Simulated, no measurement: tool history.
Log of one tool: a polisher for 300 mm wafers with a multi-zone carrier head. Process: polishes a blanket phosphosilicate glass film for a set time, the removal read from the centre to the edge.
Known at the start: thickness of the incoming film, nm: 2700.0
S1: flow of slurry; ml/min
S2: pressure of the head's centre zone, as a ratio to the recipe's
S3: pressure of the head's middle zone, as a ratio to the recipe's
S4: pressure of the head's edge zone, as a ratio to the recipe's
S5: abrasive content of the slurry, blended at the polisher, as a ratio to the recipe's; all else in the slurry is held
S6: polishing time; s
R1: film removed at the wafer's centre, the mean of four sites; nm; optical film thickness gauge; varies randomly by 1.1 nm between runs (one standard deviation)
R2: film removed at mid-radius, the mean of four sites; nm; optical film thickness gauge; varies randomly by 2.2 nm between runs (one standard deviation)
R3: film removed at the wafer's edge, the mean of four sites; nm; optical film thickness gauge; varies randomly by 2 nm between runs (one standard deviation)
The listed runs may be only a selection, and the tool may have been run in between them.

run	hour	S1	S2	S3	S4	S5	S6	R1	R2	R3
1	0.0	255	1.00	1.00	1.00	1.00	42	265.20	263.24	267.08
2	2.0	255	1.00	1.05	1.00	1.00	42	266.84	271.85	263.60
3	7.0	255	1.00	0.99	1.00	1.00	42	266.29	264.99	267.00
4	7.9	255	1.00	0.99	1.00	1.00	46	290.29	291.91	287.90
5	13.2	255	1.04	0.99	1.00	1.00	46	304.18	282.79	292.46
6	19.6	320	1.04	0.99	1.00	1.00	46	308.36	290.61	296.87
7	26.5	315	1.00	0.95	1.00	0.85	42	262.54	239.75	259.49

Run 8 has not been measured yet. What should we expect?
8	30.8	255	0.90	0.93	0.91	0.60	30	?	?	?

{"run 8": {"R1": 148.77, "R2": 151.21, "R3": 155.95}}
